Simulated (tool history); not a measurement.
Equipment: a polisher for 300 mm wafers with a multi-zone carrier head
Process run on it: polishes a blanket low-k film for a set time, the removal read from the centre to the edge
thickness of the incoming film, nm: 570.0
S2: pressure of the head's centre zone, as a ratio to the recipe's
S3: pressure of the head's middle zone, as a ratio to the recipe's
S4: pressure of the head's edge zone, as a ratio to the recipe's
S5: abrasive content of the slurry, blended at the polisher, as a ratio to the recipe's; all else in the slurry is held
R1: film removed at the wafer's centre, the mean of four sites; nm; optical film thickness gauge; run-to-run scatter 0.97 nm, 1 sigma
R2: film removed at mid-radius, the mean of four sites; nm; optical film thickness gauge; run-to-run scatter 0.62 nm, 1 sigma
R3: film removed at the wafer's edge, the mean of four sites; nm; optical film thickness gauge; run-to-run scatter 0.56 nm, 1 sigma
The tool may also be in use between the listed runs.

run 1 day=0 | flow_of_slurry_(ml/min)=155 S2=1 S3=1 S4=1 S5=1 polishing_time_(s)=72 | R1=35.623 R2=36.677 R3=37.735
run 2 day=0.292 | flow_of_slurry_(ml/min)=130 S2=1 S3=1 S4=1 S5=1 polishing_time_(s)=72 | R1=34.857 R2=35.505 R3=36.003
run 3 day=0.458 | flow_of_slurry_(ml/min)=145 S2=1.05 S3=0.99 S4=1.02 S5=1.15 polishing_time_(s)=76 | R1=42.874 R2=40.927 R3=43.433
run 4 day=0.583 | flow_of_slurry_(ml/min)=170 S2=1.05 S3=0.99 S4=1.02 S5=1.15 polishing_time_(s)=76 | R1=44.272 R2=43.469 R3=43.662
run 5 day=0.95 | flow_of_slurry_(ml/min)=170 S2=1.05 S3=0.99 S4=1.02 S5=1.15 polishing_time_(s)=63 | R1=36.813 R2=36.066 R3=36.528
run 6 day=1.104 | flow_of_slurry_(ml/min)=170 S2=1.05 S3=0.99 S4=0.96 S5=1.15 polishing_time_(s)=63 | R1=36.447 R2=36.043 R3=35.662
run 7 day=1.142 | flow_of_slurry_(ml/min)=170 S2=1.05 S3=0.99 S4=0.96 S5=1.15 polishing_time_(s)=63 | R1=37.164 R2=35.301 R3=35.372
run 8 day=1.446 | flow_of_slurry_(ml/min)=175 S2=1.08 S3=0.97 S4=1 S5=1.25 polishing_time_(s)=69 | R1=43.793 R2=40.471 R3=41.406
run 9 day=1.546 | flow_of_slurry_(ml/min)=175 S2=1.1 S3=0.96 S4=1.03 S5=1.3 polishing_time_(s)=73 | R1=48.096 R2=43.398 R3=46.085
run 10 day=1.775 | flow_of_slurry_(ml/min)=180 S2=1.13 S3=0.95 S4=1.05 S5=1.35 polishing_time_(s)=76 | R1=53.033 R2=46.634 R3=48.332
run 11 day=1.954 | flow_of_slurry_(ml/min)=180 S2=1.14 S3=0.93 S4=1.07 S5=1.4 polishing_time_(s)=79 | R1=56.798 R2=48.253 R3=52.137
run 12 day=1.996 | flow_of_slurry_(ml/min)=185 S2=1.15 S3=0.93 S4=1.09 S5=1.45 polishing_time_(s)=81 | R1=59.879 R2=48.912 R3=55.25
run 13 day=2.246 | flow_of_slurry_(ml/min)=190 S2=1.16 S3=0.95 S4=1.1 S5=1.45 polishing_time_(s)=82 | R1=61.298 R2=50.945 R3=56.242
run 14 day=2.321 | flow_of_slurry_(ml/min)=195 S2=1.17 S3=0.95 S4=1.11 S5=1.45 polishing_time_(s)=83 | R1=63.006 R2=51.975 R3=57.123

Expected results for the next run?
run 15 day=2.408 | flow_of_slurry_(ml/min)=195 S2=1.17 S3=0.95 S4=1.11 S5=1.45 polishing_time_(s)=83 | R1=? R2=? R3=?

R1: 62.793 nm
R2: 52.24 nm
R3: 57.552 nm
